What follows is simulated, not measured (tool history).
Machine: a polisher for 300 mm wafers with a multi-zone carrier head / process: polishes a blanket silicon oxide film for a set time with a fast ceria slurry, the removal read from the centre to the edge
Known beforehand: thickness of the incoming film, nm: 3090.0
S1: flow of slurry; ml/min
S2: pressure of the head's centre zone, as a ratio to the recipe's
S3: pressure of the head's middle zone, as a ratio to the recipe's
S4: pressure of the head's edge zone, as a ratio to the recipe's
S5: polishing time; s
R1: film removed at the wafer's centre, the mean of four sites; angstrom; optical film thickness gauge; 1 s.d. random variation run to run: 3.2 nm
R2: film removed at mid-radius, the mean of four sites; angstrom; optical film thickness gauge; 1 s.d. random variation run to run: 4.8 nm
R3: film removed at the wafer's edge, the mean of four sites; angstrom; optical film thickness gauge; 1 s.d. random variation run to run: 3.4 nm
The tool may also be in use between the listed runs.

run  hour   S1    S2    S3    S4  S5      R1      R2      R3
  1     0  150     1     1     1  36  6576.6  6633.9  6382.2
  2   4.8  140  0.95  0.98  0.97  31  5380.3    5526  5397.3
  3  13.4  140  0.95  0.98  0.97  23  3963.9  4115.4  4013.1
  4  14.9  130  0.91  0.98  0.96  22  3612.6  3902.8  3804.1
  5  16.8  130  0.91  0.98  0.91  22  3698.9  3879.9  3685.7
  6  19.8  130  0.91  0.92  0.91  22  3652.9  3746.8  3655.9
  7  27.7  125  0.89  0.93  0.93  22  3530.7  3614.7    3719

Run 8 has not been measured yet. What should we expect?
  8  29.4  120  0.87  0.96  0.93  22   ?   ?   ?

{"run 8": {"R1": 3408.9, "R2": 3722.8, "R3": 3689.8}}
